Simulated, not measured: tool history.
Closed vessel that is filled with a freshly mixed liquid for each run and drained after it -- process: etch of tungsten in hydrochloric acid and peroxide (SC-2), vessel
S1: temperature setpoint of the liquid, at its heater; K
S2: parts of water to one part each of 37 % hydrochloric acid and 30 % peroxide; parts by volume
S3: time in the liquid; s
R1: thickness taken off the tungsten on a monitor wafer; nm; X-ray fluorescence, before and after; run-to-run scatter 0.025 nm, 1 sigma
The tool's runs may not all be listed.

run,hour,S1,S2,S3,R1
1,0.0,320.15,8.5,30,6.2988
2,2.7,318.15,8.5,30,5.4940
3,6.2,316.65,8.5,30,5.0131
4,15.0,316.65,6.5,30,6.0768
5,17.7,316.65,6.5,30,6.2180
6,25.3,316.65,6.5,30,6.1585
7,27.7,314.65,6.5,30,5.3825
8,35.6,313.15,6.5,30,4.8114
9,44.0,312.15,6.5,30,4.5041
10,53.0,311.15,6.5,30,4.2103
11,59.1,310.65,6.5,30,4.0614

Run 12 comes next. What will it give?
12,63.5,310.15,6.5,30,?

{"run 12": {"R1": 3.8519}}
